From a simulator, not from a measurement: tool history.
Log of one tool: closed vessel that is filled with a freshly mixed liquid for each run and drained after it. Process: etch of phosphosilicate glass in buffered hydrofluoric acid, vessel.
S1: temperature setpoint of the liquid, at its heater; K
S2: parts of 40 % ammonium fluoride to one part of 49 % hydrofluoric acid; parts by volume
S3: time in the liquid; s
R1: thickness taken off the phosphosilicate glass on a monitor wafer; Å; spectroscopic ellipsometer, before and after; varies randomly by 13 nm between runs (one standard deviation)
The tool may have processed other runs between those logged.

run,hour,S1,S2,S3,R1
1,0.0,296.15,17.0,105,5610.7
2,4.9,292.65,17.0,105,4565.1
3,9.3,294.15,15.5,105,5399.4
4,12.2,295.65,14.5,105,6371.1
5,13.8,295.65,14.5,105,6496.9
6,20.9,298.15,14.5,105,7237.6

Run 7 is up next; what results do you expect?
7,24.9,299.15,13.5,105,?

{"run 7": {"R1": 8172.7}}

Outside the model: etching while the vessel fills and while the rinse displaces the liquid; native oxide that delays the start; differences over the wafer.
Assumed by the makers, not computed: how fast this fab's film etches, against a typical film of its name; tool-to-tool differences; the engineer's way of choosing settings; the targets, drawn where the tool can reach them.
